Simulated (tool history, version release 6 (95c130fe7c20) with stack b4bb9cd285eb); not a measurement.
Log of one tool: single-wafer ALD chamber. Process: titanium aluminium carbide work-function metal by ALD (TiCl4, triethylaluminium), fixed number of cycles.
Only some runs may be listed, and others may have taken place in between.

run	hour	heater temperature setpoint (deg C)	triethylaluminium pulse time (s)	mean film thickness on the monitor wafer (angstrom)
1	0.0	285	10.93	20.244
2	0.6	287	11.10	20.566
3	8.1	287	13.55	20.852
4	16.1	287	11.30	20.617
5	17.0	288	11.40	20.600
6	18.6	288	13.60	20.825
7	24.1	289	13.71	20.951
8	27.8	290	13.83	20.892

Forecast run 9:
9	29.5	292	14.10	?

mean film thickness on the monitor wafer (angstrom): 21.274
